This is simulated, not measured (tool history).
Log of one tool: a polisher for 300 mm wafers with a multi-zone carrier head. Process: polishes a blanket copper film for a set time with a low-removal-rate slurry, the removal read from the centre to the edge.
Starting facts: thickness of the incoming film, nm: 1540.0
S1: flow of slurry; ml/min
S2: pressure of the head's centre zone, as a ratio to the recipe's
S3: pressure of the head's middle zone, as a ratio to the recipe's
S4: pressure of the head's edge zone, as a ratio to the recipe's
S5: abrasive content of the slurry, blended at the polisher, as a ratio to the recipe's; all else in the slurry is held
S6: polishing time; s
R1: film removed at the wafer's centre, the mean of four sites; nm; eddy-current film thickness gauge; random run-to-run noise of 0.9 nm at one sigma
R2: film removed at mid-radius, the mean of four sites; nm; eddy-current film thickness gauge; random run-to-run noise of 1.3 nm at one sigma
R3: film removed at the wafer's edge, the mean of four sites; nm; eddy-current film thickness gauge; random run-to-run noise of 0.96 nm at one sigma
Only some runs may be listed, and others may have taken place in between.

| run | hour | S1 | S2 | S3 | S4 | S5 | S6 | R1 | R2 | R3 |
|---|---|---|---|---|---|---|---|---|---|---|
| 1 | 0.0 | 200 | 1.00 | 1.00 | 1.00 | 1.00 | 52 | 139.12 | 144.84 | 139.26 |
| 2 | 5.5 | 200 | 1.00 | 1.08 | 1.00 | 1.00 | 52 | 142.31 | 152.67 | 141.62 |
| 3 | 11.3 | 195 | 1.04 | 1.00 | 1.00 | 0.85 | 49 | 131.66 | 129.44 | 122.86 |
| 4 | 18.0 | 195 | 1.04 | 0.92 | 1.00 | 0.85 | 49 | 131.82 | 119.94 | 126.20 |
| 5 | 22.6 | 185 | 1.04 | 0.89 | 0.97 | 0.75 | 48 | 121.27 | 111.64 | 116.44 |
| 6 | 29.5 | 185 | 1.04 | 0.96 | 0.97 | 0.75 | 48 | 120.03 | 115.99 | 118.51 |
| 7 | 37.9 | 190 | 1.07 | 0.94 | 0.95 | 0.65 | 47 | 115.58 | 104.44 | 107.20 |

Predict the results of run 8:
| 8 | 40.8 | 185 | 1.08 | 0.92 | 0.93 | 0.65 | 47 | ? | ? | ? |

{"run 8": {"R1": 115.3, "R2": 104.69, "R3": 105.51}}

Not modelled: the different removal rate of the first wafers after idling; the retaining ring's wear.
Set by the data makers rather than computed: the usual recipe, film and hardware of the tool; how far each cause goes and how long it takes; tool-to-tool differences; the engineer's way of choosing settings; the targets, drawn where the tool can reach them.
